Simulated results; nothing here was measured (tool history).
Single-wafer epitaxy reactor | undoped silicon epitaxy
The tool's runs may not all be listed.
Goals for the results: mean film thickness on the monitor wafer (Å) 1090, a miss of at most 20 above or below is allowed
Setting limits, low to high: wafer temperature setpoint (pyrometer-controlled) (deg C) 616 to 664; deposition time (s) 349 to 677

run	hour	wafer temperature setpoint (pyrometer-controlled) (deg C)	deposition time (s)	mean film thickness on the monitor wafer (Å)
1	0	640	513	729.71
2	2.4	640	455	647.52
3	8.7	647	455	743.64
4	14.6	641	455	663.12
5	21.3	643	457	688.22
6	26	643	407	619
7	34.8	655	465	879.37
8	36.9	656	467	910.83
9	44.5	657	468	927.61
# hour 50.6: pyrometer calibrated
10	50.6	658	469	1020.8
11	55.6	660	469	1061.2

Which one of the following 4 next-run settings gets every result inside its allowed miss? There is exactly one.
A	60.6	657	490	?
B	60.6	662	446	?
C	60.6	660	485	?
D	60.6	660	452	?

move	mean film thickness on the monitor wafer (Å)
A	1045.7
B	1046
C	1095.5
D	1020.9
A: misses by more than the last run did
B: misses by more than the last run did
C: all results in spec
D: misses by more than the last run did
The move that meets every target is C.
